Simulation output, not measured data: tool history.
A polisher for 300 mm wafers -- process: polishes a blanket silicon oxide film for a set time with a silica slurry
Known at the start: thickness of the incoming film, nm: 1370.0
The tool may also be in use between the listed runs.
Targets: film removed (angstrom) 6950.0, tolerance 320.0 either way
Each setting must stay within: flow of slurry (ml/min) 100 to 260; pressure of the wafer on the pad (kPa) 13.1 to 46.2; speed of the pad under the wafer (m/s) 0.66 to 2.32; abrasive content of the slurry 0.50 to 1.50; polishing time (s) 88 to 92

| run | hour | flow of slurry (ml/min) | pressure of the wafer on the pad (kPa) | speed of the pad under the wafer (m/s) | abrasive content of the slurry | polishing time (s) | film removed (angstrom) |
|---|---|---|---|---|---|---|---|
| 1 | 0.0 | 165 | 29.6 | 1.48 | 1.00 | 88 | 3429.6 |
| 2 | 6.8 | 190 | 29.6 | 1.48 | 1.00 | 88 | 3521.4 |
| 3 | 8.7 | 190 | 32.4 | 1.52 | 1.00 | 88 | 3893.0 |
| 4 | 10.8 | 190 | 32.4 | 1.74 | 1.00 | 88 | 4482.7 |
| 5 | 18.1 | 190 | 34.5 | 1.74 | 1.00 | 88 | 4631.0 |
| 6 | 20.6 | 190 | 36.5 | 1.76 | 1.00 | 88 | 4936.7 |
| 7 | 25.5 | 190 | 37.9 | 1.78 | 1.00 | 88 | 5200.6 |
| 8 | 30.0 | 190 | 37.9 | 1.78 | 1.00 | 88 | 5095.9 |
| 9 | 31.2 | 190 | 39.3 | 1.80 | 1.00 | 88 | 5373.7 |
| 10 | 34.0 | 190 | 40.7 | 1.82 | 1.00 | 88 | 5650.4 |
| 11 | 38.3 | 190 | 41.4 | 1.84 | 1.00 | 88 | 5759.5 |
| 12 | 43.5 | 195 | 46.2 | 1.90 | 1.00 | 88 | 6539.6 |

Consider the 5 candidate settings below. Which is the only one whose results all fall within their allowed miss of target?
| A | 48.7 | 135 | 45.5 | 2.06 | 0.65 | 89 | ? |
| B | 48.7 | 180 | 43.4 | 1.90 | 0.90 | 92 | ? |
| C | 48.7 | 195 | 42.1 | 2.00 | 0.85 | 90 | ? |
| D | 48.7 | 205 | 44.1 | 1.82 | 1.00 | 88 | ? |
| E | 48.7 | 230 | 46.2 | 1.92 | 1.00 | 88 | ? |

| move | film removed (angstrom) |
|---|---|
| A | 5804.6 |
| B | 6270.7 |
| C | 6135.8 |
| D | 6200.4 |
| E | 6859.0 |
A: misses by more than the last run did
B: misses by more than the last run did
C: misses by more than the last run did
D: misses by more than the last run did
E: in spec on every target
So the answer is move E, the one that meets all the targets.
